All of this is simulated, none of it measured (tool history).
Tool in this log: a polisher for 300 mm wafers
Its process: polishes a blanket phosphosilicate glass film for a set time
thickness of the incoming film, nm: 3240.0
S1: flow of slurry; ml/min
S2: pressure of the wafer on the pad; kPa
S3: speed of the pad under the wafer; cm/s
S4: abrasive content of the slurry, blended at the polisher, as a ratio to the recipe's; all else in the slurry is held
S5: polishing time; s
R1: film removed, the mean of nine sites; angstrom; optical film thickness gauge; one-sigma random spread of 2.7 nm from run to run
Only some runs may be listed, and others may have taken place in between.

Run 1, hour 0: S1 195 ml/min, S2 15.2 kPa, S3 128 cm/s, S4 1, S5 61 s. Result: R1 3610.6 angstrom.
Run 2, hour 6.1: S1 195 ml/min, S2 14.5 kPa, S3 128 cm/s, S4 1, S5 61 s. Result: R1 3486.7 angstrom.
Run 3, hour 9.1: S1 195 ml/min, S2 13.8 kPa, S3 128 cm/s, S4 1, S5 61 s. Result: R1 3346.7 angstrom.
Run 4, hour 17.1: S1 195 ml/min, S2 13.8 kPa, S3 112 cm/s, S4 1, S5 61 s. Result: R1 3056.4 angstrom.
Run 5, hour 22.7: S1 195 ml/min, S2 13.8 kPa, S3 126 cm/s, S4 1, S5 61 s. Result: R1 3291.2 angstrom.
Run 6, hour 31.4: S1 195 ml/min, S2 13.8 kPa, S3 126 cm/s, S4 1, S5 61 s. Result: R1 3328.3 angstrom.
Run 7, hour 33.9: S1 195 ml/min, S2 13.1 kPa, S3 126 cm/s, S4 1, S5 61 s. Result: R1 3206.3 angstrom.

Predict the results of run 8:
Run 8, hour 36.1: S1 195 ml/min, S2 12.4 kPa, S3 126 cm/s, S4 1, S5 61 s. Result: R1 ?.

R1: 3083.6 angstrom

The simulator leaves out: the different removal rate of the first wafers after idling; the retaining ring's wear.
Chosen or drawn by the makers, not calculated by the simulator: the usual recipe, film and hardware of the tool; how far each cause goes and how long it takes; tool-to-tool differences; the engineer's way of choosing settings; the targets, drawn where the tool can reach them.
